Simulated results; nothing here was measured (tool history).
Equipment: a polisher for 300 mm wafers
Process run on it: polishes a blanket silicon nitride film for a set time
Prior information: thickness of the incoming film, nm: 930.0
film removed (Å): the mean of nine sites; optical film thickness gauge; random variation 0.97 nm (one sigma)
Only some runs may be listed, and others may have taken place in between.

run	hour	flow of slurry (ml/min)	pressure of the wafer on the pad (kPa)	speed of the pad under the wafer (m/s)	polishing time (s)	film removed (Å)
1	0	185	22.8	0.92	79	1241
2	3.4	195	23.4	0.92	79	1270.9
3	6.1	195	24.1	0.92	79	1314.7
4	14.5	195	24.8	0.92	79	1348.5
5	19	195	24.8	0.76	79	1162.7
6	24.6	195	24.8	0.64	79	1009.5
7	26	200	26.9	0.64	79	1100.5
8	29.2	205	28.3	0.64	79	1135.4
9	32.8	205	29.6	0.64	79	1194.8
10	35.1	205	31	0.64	79	1253.5
11	37	205	31.7	0.64	79	1289.8

Run 12 has not been measured yet. What should we expect?
12	41	205	32.4	0.64	79	?

Logged for run 12: film removed (Å) 1313.5.

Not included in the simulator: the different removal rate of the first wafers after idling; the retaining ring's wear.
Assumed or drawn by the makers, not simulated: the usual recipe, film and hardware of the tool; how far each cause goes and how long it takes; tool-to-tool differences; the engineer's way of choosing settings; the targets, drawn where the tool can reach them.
